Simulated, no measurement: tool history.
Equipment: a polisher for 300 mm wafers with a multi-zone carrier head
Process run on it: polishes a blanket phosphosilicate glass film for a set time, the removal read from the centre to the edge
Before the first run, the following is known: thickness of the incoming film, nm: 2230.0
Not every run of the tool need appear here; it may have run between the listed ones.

run  hour  flow of slurry (ml/min)  pressure of the head's centre zone  pressure of the head's middle zone  pressure of the head's edge zone  abrasive content of the slurry  polishing time (s)  film removed at the wafer's centre (Å)  film removed at mid-radius (Å)  film removed at the wafer's edge (Å)
  1   0.0                      180                                1.00                                1.00                              1.00                             1.0                  38                                  2357.1                          2399.9                                2355.6
  2   7.8                      180                                1.00                                1.00                              0.93                             1.0                  38                                  2410.7                          2360.7                                2263.0
  3  11.0                      180                                1.00                                1.00                              0.93                             1.0                  32                                  1939.9                          2004.0                                1921.2
  4  14.2                      180                                1.08                                1.00                              0.93                             1.0                  32                                  2178.2                          1982.1                                1945.7
  5  15.3                      145                                1.08                                1.00                              0.93                             1.0                  32                                  2110.6                          1928.2                                1906.9
  6  21.0                      140                                1.06                                0.98                              0.93                             1.0                  32                                  1985.7                          1900.1                                1878.6
  7  24.3                      135                                1.05                                0.96                              0.93                             1.0                  32                                  2029.4                          1838.3                                1896.7
  8  25.3                      135                                1.03                                0.95                              0.93                             1.0                  32                                  1966.4                          1848.8                                1869.2
  9  30.6                      130                                1.01                                0.94                              0.94                             1.0                  32                                  1940.5                          1812.2                                1839.5
 10  37.7                      130                                0.99                                0.93                              0.96                             1.0                  32                                  1887.9                          1826.5                                1872.8
 11  43.9                      130                                0.98                                0.92                              0.97                             1.0                  32                                  1856.8                          1784.3                                1895.6
 12  50.8                      130                                0.97                                0.92                              0.97                             1.0                  32                                  1823.1                          1778.0                                1908.1
 13  57.9                      130                                0.96                                0.92                              0.96                             1.0                  32                                  1791.7                          1783.8                                1905.7
 14  65.8                      130                                0.95                                0.92                              0.95                             1.0                  32                                  1823.1                          1790.9                                1898.2
 15  72.8                      130                                0.94                                0.92                              0.95                             1.0                  32                                  1746.2                          1788.9                                1892.1

Run 16, settings as shown, results not yet in. Your forecast:
 16  80.4                      130                                0.94                                0.92                              0.94                             1.0                  32                                       ?                               ?                                     ?

film removed at the wafer's centre (Å): 1760.9
film removed at mid-radius (Å): 1799.9
film removed at the wafer's edge (Å): 1875.0
